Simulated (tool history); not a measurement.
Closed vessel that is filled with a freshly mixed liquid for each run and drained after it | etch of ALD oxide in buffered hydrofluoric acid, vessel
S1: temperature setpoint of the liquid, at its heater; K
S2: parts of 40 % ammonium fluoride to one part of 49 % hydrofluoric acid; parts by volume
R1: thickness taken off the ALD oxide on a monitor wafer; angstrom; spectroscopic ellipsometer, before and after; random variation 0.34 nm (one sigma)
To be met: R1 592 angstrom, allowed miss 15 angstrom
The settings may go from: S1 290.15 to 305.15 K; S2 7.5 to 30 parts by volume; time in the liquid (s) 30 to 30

Run 1, hour 0: S1 298.15 K, S2 22 parts by volume, time in the liquid (s) 30. Result: R1 228.11 angstrom.
Run 2, hour 2.4: S1 299.65 K, S2 18.5 parts by volume, time in the liquid (s) 30. Result: R1 284.69 angstrom.
Run 3, hour 4.8: S1 300.65 K, S2 16 parts by volume, time in the liquid (s) 30. Result: R1 349.6 angstrom.
Run 4, hour 9.8: S1 300.65 K, S2 16 parts by volume, time in the liquid (s) 30. Result: R1 346.8 angstrom.
Run 5, hour 17.4: S1 300.65 K, S2 13 parts by volume, time in the liquid (s) 30. Result: R1 424.23 angstrom.
Run 6, hour 20.4: S1 300.65 K, S2 13 parts by volume, time in the liquid (s) 30. Result: R1 422.9 angstrom.
Run 7, hour 24: S1 301.65 K, S2 12.5 parts by volume, time in the liquid (s) 30. Result: R1 466.95 angstrom.
Run 8, hour 25.3: S1 302.65 K, S2 12.5 parts by volume, time in the liquid (s) 30. Result: R1 497.48 angstrom.
Run 9, hour 27.1: S1 303.15 K, S2 12.5 parts by volume, time in the liquid (s) 30. Result: R1 501.21 angstrom.
Run 10, hour 34.5: S1 303.65 K, S2 12.5 parts by volume, time in the liquid (s) 30. Result: R1 515.55 angstrom.
Run 11, hour 41.6: S1 304.15 K, S2 12.5 parts by volume, time in the liquid (s) 30. Result: R1 538.56 angstrom.
Run 12, hour 49.9: S1 305.15 K, S2 11.5 parts by volume, time in the liquid (s) 30. Result: R1 612.17 angstrom.
At hour 58: thermometer replaced.
Run 13, hour 58: S1 304.65 K, S2 11.5 parts by volume, time in the liquid (s) 30. Result: R1 639.08 angstrom.

5 next moves are on the table. One of them brings every result within its allowed miss. Which?
Run A, hour 66.1: S1 304.65 K, S2 10 parts by volume, time in the liquid (s) 30. Result: R1 ?.
Run B, hour 66.1: S1 305.15 K, S2 11 parts by volume, time in the liquid (s) 30. Result: R1 ?.
Run C, hour 66.1: S1 300.15 K, S2 8 parts by volume, time in the liquid (s) 30. Result: R1 ?.
Run D, hour 66.1: S1 303.15 K, S2 11.5 parts by volume, time in the liquid (s) 30. Result: R1 ?.
Run E, hour 66.1: S1 305.15 K, S2 11.5 parts by volume, time in the liquid (s) 30. Result: R1 ?.

move      R1
   A  727.15
   B  680.26
   C  696.38
   D  586.94
   E  651.46
A: further off than the last run
B: further off than the last run
C: further off than the last run
D: meets every target
E: further off than the last run
The right move is D.
